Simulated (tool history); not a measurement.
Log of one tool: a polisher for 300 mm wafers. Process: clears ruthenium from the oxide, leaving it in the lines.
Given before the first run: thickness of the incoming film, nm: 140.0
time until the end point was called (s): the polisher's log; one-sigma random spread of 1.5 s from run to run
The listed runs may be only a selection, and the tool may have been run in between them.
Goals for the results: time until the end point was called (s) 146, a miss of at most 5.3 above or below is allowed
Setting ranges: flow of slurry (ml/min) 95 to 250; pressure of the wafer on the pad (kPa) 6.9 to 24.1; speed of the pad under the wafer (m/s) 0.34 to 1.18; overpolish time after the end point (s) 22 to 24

run    day  flow of slurry (ml/min)  pressure of the wafer on the pad (kPa)  speed of the pad under the wafer (m/s)  overpolish time after the end point (s)  time until the end point was called (s)
  1      0                      160                                    15.2                                    0.76                                       22                                    203.9
  2  0.179                      140                                    15.2                                    0.76                                       22                                   204.41
  3  0.429                      140                                    15.2                                    0.76                                       24                                   206.47
  4   0.45                      140                                    11.7                                    0.76                                       24                                   259.94
  5    0.6                      140                                    11.7                                    0.76                                       22                                   262.61
  6  0.842                      140                                    14.5                                    0.76                                       22                                   214.77
  7  1.104                      140                                    16.5                                    0.76                                       22                                   191.21
  8  1.242                      145                                    17.9                                    0.76                                       22                                   176.81
  9  1.271                      145                                    17.9                                    0.76                                       22                                   170.31
 10  1.529                      145                                    18.6                                    0.76                                       22                                   167.37
 11  1.796                      145                                    19.3                                    0.76                                       22                                   163.79
 12  2.046                      150                                      20                                    0.76                                       22                                   154.23

4 next moves are on the table. One of them brings every result within its allowed miss. Which?
  A  2.296                      205                                    19.3                                    0.82                                       23                                        ?
  B  2.296                      150                                    16.5                                    0.88                                       22                                        ?
  C  2.296                      160                                      20                                    0.72                                       22                                        ?
  D  2.296                      120                                    17.9                                    0.86                                       22                                        ?

move  time until the end point was called (s)
   A                                   144.31
   B                                   164.45
   C                                   160.87
   D                                   160.78
A: in spec on every target
B: the biggest miss grows against the last run
C: the biggest miss grows against the last run
D: the biggest miss grows against the last run
A is the move that brings every result within its allowed miss.

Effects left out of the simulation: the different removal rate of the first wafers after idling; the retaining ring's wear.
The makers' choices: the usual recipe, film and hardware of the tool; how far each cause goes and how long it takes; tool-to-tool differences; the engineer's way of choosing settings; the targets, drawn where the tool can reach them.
